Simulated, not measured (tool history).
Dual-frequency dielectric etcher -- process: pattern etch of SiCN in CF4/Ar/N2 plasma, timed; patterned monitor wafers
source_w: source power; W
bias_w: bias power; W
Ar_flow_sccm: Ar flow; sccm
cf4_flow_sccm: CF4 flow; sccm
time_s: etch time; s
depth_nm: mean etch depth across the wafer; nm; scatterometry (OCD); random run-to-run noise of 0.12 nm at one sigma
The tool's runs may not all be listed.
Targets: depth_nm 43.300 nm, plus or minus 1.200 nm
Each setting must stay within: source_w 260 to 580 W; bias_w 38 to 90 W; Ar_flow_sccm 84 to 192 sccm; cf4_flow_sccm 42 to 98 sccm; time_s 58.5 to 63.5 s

run,hour,source_w,bias_w,Ar_flow_sccm,cf4_flow_sccm,time_s,depth_nm
1,0.0,420,64,138,70,63.5,51.080
2,2.8,410,64,138,70,63.5,50.183
3,11.3,400,64,138,70,63.5,48.906
4,15.8,390,64,138,70,63.5,47.768
5,18.3,390,75,138,70,63.5,52.186
6,21.6,390,75,162,70,63.5,50.472
7,24.1,380,75,162,70,63.5,49.176
8,25.3,370,75,162,70,63.5,48.193
9,31.6,360,75,162,70,63.5,46.988
10,33.6,350,75,162,70,63.5,45.858
11,37.0,340,75,162,70,63.5,44.623

Consider the 4 candidate settings below. Which is the only one whose results all fall within their allowed miss of target?
A,40.4,370,73,164,68,62.0,?
B,40.4,370,69,151,86,60.5,?
C,40.4,330,81,138,67,63.5,?
D,40.4,340,71,152,70,63.0,?

move,depth_nm
A,45.984
B,46.148
C,46.308
D,43.537
A: further off than the last run
B: further off than the last run
C: further off than the last run
D: in spec on every target
D is the move that brings every result within its allowed miss.

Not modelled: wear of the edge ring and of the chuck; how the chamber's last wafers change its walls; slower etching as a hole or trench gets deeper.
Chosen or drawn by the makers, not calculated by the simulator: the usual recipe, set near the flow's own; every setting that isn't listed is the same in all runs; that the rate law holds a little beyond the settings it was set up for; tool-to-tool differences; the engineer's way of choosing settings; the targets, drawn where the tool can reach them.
